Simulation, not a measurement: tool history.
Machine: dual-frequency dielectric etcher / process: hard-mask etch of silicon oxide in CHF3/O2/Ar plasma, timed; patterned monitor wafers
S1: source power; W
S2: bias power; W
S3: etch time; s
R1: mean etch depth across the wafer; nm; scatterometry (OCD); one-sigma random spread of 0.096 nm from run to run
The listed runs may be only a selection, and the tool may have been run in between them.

run  hour   S1   S2    S3      R1
  1   0.0  810  189  20.5  40.520
  2   0.9  810  165  20.5  37.612
  3   1.5  780  163  20.5  36.982
  4   2.7  780  193  20.5  40.463
  5   4.8  780  193  20.5  40.620
  6   7.7  720  186  20.5  38.952
  7  11.2  720  186  20.5  38.912
  8  18.3  680  180  20.5  37.689
  9  24.4  650  176  20.5  36.722
 10  29.7  630  174  20.5  36.217

Run 11 is up next; what results do you expect?
 11  35.9  630  174  20.5   ?

For run 11 the tool returned R1 36.190 nm.
